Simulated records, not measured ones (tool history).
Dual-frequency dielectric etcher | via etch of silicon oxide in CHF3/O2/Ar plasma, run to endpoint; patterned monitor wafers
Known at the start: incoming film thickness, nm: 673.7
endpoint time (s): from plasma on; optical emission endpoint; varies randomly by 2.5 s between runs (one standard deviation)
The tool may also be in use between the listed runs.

run  hour  source power (kW)  bias power (kW)  endpoint time (s)
  1     0               0.52            0.123             434.81
  2   8.1               0.51            0.122             436.71
  3    10               0.51            0.138             422.02
  4  17.6               0.49            0.137             430.61
  5  18.7               0.48            0.136             430.84
     20.6  -- source power generator calibrated
  6  20.6               0.44            0.136             436.36
  7  23.1               0.43            0.133             442.87
  8  25.7               0.42            0.131             449.46
  9  33.8               0.41             0.13             454.17

Run 10, settings as shown, results not yet in. Your forecast:
 10  37.6                0.4            0.129                  ?

Run 10 produced endpoint time (s) 457.96.

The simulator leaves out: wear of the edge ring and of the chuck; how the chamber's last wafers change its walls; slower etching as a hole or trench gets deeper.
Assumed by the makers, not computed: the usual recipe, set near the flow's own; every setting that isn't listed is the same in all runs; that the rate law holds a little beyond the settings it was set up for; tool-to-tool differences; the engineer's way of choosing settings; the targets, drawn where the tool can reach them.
